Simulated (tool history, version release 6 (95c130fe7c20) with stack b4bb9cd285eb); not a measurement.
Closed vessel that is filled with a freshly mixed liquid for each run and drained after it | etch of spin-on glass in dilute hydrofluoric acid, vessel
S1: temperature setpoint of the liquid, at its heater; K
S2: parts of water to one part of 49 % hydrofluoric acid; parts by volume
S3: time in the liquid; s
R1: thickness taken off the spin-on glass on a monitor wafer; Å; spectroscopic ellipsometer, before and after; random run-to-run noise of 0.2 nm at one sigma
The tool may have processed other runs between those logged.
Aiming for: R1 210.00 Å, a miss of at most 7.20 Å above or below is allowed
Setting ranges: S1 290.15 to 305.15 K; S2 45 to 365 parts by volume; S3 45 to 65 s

run 1 day=0.000 | S1=297.15 S2=205 S3=65 | R1=131.46
run 2 day=0.188 | S1=297.15 S2=165 S3=65 | R1=169.69
run 3 day=0.492 | S1=294.65 S2=165 S3=65 | R1=153.23
run 4 day=0.742 | S1=292.65 S2=165 S3=65 | R1=144.81
run 5 day=0.921 | S1=292.65 S2=195 S3=65 | R1=115.56
run 6 day=1.075 | S1=295.15 S2=190 S3=65 | R1=132.54
run 7 day=1.312 | S1=297.15 S2=185 S3=65 | R1=146.59
run 8 day=1.442 | S1=298.65 S2=180 S3=65 | R1=159.65
run 9 day=1.708 | S1=299.65 S2=175 S3=65 | R1=174.81
run 10 day=1.933 | S1=300.65 S2=175 S3=65 | R1=175.50
run 11 day=2.083 | S1=301.65 S2=175 S3=65 | R1=185.45
run 12 day=2.258 | S1=302.15 S2=175 S3=65 | R1=186.76
run 13 day=2.429 | S1=302.65 S2=175 S3=65 | R1=194.10

Pick the move, out of 5, that brings all results within their allowed miss; only one does.
run A day=2.600 | S1=303.15 S2=150 S3=65 | R1=?
run B day=2.600 | S1=302.65 S2=155 S3=65 | R1=?
run C day=2.600 | S1=302.65 S2=165 S3=65 | R1=?
run D day=2.600 | S1=301.65 S2=140 S3=45 | R1=?
run E day=2.600 | S1=303.65 S2=160 S3=65 | R1=?

move=A R1=239.00
move=B R1=225.70
move=C R1=209.33
move=D R1=170.06
move=E R1=225.14
A: pushes the last run's worst result past its target
B: pushes the last run's worst result past its target
C: in spec on every target
D: its largest miss is bigger than the last run's
E: pushes the last run's worst result past its target
The move that meets every target is C.
